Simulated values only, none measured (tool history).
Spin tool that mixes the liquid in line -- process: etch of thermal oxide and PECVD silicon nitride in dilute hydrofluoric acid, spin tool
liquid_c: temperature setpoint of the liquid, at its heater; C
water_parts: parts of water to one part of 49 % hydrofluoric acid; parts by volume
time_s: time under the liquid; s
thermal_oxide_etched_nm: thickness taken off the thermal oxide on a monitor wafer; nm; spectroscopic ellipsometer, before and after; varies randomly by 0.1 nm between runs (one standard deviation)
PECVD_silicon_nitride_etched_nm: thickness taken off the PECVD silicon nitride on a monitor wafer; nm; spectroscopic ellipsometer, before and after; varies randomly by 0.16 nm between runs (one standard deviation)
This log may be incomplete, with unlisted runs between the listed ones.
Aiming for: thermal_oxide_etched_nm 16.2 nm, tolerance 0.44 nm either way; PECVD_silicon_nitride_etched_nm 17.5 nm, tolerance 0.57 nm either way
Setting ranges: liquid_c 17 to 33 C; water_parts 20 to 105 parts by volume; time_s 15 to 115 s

run,hour,liquid_c,water_parts,time_s,thermal_oxide_etched_nm,PECVD_silicon_nitride_etched_nm
1,0,25,55,60,5.2008,5.0977
2,7.8,25.5,50,60,5.8349,5.7946
3,9.3,29,50,60,6.7024,7.2237
4,12.9,29,45,60,7.5194,8.1272
5,20.7,29,45,75,9.4271,10.15
6,27.2,29,40,75,10.783,11.339
7,34.3,32,25,75,19.572,21.695
8,38.6,31,25,75,18.776,20.496
9,40.7,30.5,25,75,18.299,19.605
10,41.5,30.5,30,75,15.354,16.768

Exercise: of the 4 proposed moves below, exactly one satisfies all targets within the stated allowed misses. Which move is it?
A,42.3,30.5,30,80,?,?
B,42.3,28.5,30,85,?,?
C,42.3,28,30,85,?,?
D,42.3,28.5,25,70,?,?

move,thermal_oxide_etched_nm,PECVD_silicon_nitride_etched_nm
A,16.46,17.837
B,16.138,16.625
C,15.814,16.084
D,16.071,16.335
A: each result inside its tolerance
B: the worst result of the last run now meets its target, but another is out of spec
C: the worst result of the last run now meets its target, but another is out of spec
D: the worst result of the last run now meets its target, but another is out of spec
A meets every target.

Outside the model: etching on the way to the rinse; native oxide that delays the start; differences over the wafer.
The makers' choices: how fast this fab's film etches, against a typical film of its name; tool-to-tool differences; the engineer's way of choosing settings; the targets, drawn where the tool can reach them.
